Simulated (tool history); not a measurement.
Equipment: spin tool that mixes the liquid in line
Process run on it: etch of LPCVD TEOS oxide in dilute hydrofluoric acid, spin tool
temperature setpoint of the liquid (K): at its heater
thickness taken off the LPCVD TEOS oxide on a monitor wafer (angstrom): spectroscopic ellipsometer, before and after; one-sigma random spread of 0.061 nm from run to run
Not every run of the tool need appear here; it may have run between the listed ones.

run,hour,temperature setpoint of the liquid (K),parts of water to one part of 49 % hydrofluoric acid (parts by volume),time under the liquid (s),thickness taken off the LPCVD TEOS oxide on a monitor wafer (angstrom)
1,0.0,295.15,115,205,252.87
2,3.3,294.15,120,205,233.95
3,10.8,292.15,120,205,213.95
4,15.2,292.15,120,220,229.80
5,21.6,290.15,120,220,210.97
6,25.0,290.15,125,220,200.71
# hour 29.8: thermometer replaced
7,29.8,290.15,130,220,205.10
8,34.1,290.15,135,220,196.62

The next listed run, before its measurement:
9,35.4,290.15,135,220,?

{"run 9": {"thickness taken off the LPCVD TEOS oxide on a monitor wafer (angstrom)": 196.51}}
